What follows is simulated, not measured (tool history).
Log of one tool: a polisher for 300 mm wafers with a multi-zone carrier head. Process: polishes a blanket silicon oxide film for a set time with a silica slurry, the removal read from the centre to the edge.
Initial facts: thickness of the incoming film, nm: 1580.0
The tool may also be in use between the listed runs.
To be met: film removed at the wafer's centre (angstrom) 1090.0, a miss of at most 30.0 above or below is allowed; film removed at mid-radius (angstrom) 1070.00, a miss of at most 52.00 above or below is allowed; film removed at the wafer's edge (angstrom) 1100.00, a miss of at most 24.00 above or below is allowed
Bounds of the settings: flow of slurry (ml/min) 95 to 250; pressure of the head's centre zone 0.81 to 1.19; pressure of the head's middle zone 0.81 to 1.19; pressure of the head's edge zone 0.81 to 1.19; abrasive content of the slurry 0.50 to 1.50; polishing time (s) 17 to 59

run	hour	flow of slurry (ml/min)	pressure of the head's centre zone	pressure of the head's middle zone	pressure of the head's edge zone	abrasive content of the slurry	polishing time (s)	film removed at the wafer's centre (angstrom)	film removed at mid-radius (angstrom)	film removed at the wafer's edge (angstrom)
1	0.0	160	1.00	1.00	1.00	1.00	38	1222.7	1222.90	1207.20
2	1.7	160	1.00	1.00	1.00	0.90	38	1162.8	1138.70	1155.10
3	6.3	160	1.00	0.93	1.00	0.90	38	1156.1	1108.20	1145.00
4	15.1	155	1.00	0.93	1.00	0.90	38	1159.9	1105.10	1152.10
5	20.8	150	1.00	0.93	0.99	0.90	38	1154.4	1098.70	1135.70
6	25.1	150	1.00	0.93	0.99	1.05	38	1218.4	1180.80	1221.10
7	34.1	145	0.99	0.92	0.97	1.05	38	1208.0	1191.50	1210.20
8	36.3	110	0.96	0.84	0.90	0.90	38	1015.3	989.34	1041.60
9	40.6	115	0.96	0.85	0.90	0.90	38	1039.0	998.12	1046.60
10	44.2	120	0.96	0.86	0.90	0.90	38	1052.8	992.29	1057.40
11	52.9	125	0.96	0.87	0.91	0.90	38	1056.3	1012.50	1066.20
12	58.0	130	0.96	0.88	0.91	0.90	38	1072.0	1037.50	1059.70

5 candidate next runs follow, results not yet known. Just one meets every target within its allowed miss. Identify it.
A	63.1	95	0.95	0.88	0.95	0.90	42	?	?	?
B	63.1	150	0.92	0.84	0.86	0.85	40	?	?	?
C	63.1	155	0.97	0.92	0.88	0.95	34	?	?	?
D	63.1	165	0.97	0.95	0.81	1.05	34	?	?	?
E	63.1	155	0.93	0.89	0.82	0.90	38	?	?	?

move	film removed at the wafer's centre (angstrom)	film removed at mid-radius (angstrom)	film removed at the wafer's edge (angstrom)
A	1065.6	1029.40	1145.50
B	1079.0	1030.40	1091.70
C	1025.9	982.98	991.73
D	1086.5	1061.20	1007.30
E	1072.3	1049.30	1047.60
A: carries the result that was furthest off beyond its target, to the other side
B: every result lands within tolerance
C: further off than the last run
D: further off than the last run
E: further off than the last run
Go with B: it meets all targets.
